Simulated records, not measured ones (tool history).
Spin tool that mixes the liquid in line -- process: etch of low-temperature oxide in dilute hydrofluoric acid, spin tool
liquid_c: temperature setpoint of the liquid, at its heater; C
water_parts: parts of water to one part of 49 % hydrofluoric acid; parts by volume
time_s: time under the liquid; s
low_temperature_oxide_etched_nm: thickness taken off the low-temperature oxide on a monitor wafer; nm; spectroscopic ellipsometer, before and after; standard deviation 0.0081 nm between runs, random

run	hour	liquid_c	water_parts	time_s	low_temperature_oxide_etched_nm
1	0.0	22.0	300	70	1.9666
2	6.5	25.0	300	70	2.1949
3	13.5	23.0	315	70	1.9283
4	21.6	21.5	325	70	1.7566
5	27.4	20.5	335	70	1.6202
6	33.7	20.5	335	50	1.1787

Run 7, settings as shown, results not yet in. Your forecast:
7	34.2	21.0	335	50	?

low_temperature_oxide_etched_nm: 1.1855 nm
